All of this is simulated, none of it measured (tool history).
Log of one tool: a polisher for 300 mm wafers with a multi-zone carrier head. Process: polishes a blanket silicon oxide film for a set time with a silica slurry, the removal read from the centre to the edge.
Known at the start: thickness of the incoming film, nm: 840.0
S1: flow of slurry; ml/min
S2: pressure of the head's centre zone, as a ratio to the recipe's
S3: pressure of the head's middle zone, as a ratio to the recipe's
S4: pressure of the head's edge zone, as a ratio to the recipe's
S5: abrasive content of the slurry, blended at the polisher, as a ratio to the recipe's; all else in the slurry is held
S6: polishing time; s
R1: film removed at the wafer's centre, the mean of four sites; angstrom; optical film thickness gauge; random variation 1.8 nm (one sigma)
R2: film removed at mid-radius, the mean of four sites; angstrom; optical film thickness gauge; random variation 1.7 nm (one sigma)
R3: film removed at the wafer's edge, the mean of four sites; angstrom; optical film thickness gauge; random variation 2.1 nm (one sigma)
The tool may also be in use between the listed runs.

| run | hour | S1 | S2 | S3 | S4 | S5 | S6 | R1 | R2 | R3 |
|---|---|---|---|---|---|---|---|---|---|---|
| 1 | 0.0 | 120 | 1.00 | 1.00 | 1.00 | 1.00 | 45 | 1784.0 | 1800.2 | 1825.0 |
| 2 | 3.4 | 115 | 1.00 | 0.98 | 0.98 | 0.95 | 45 | 1685.4 | 1691.4 | 1769.6 |
| 3 | 9.9 | 115 | 1.01 | 0.98 | 0.96 | 0.90 | 45 | 1659.3 | 1664.8 | 1674.3 |
| 4 | 16.2 | 115 | 1.01 | 0.98 | 0.96 | 0.90 | 56 | 2098.8 | 2056.4 | 2088.0 |
| 5 | 20.8 | 115 | 1.01 | 0.98 | 1.01 | 0.90 | 56 | 2092.2 | 2058.0 | 2216.5 |
| 6 | 26.2 | 115 | 0.95 | 0.98 | 1.01 | 0.90 | 56 | 2021.9 | 2080.0 | 2208.2 |
|  | 28.6 | edge zone pressure recalibrated |
| 7 | 28.6 | 110 | 0.96 | 0.96 | 0.98 | 0.80 | 55 | 1902.3 | 1873.4 | 1899.3 |
| 8 | 36.2 | 105 | 0.94 | 0.94 | 0.99 | 0.75 | 55 | 1775.8 | 1785.6 | 1818.4 |
| 9 | 44.8 | 100 | 0.94 | 0.92 | 0.99 | 0.70 | 55 | 1666.7 | 1691.4 | 1746.0 |
| 10 | 45.6 | 95 | 0.95 | 0.90 | 0.98 | 0.70 | 55 | 1621.7 | 1622.7 | 1721.1 |

Forecast run 11:
| 11 | 48.1 | 95 | 0.96 | 0.88 | 0.96 | 0.70 | 55 | ? | ? | ? |

Run 11 gave R1 1665.7 angstrom, R2 1578.7 angstrom, R3 1719.1 angstrom.
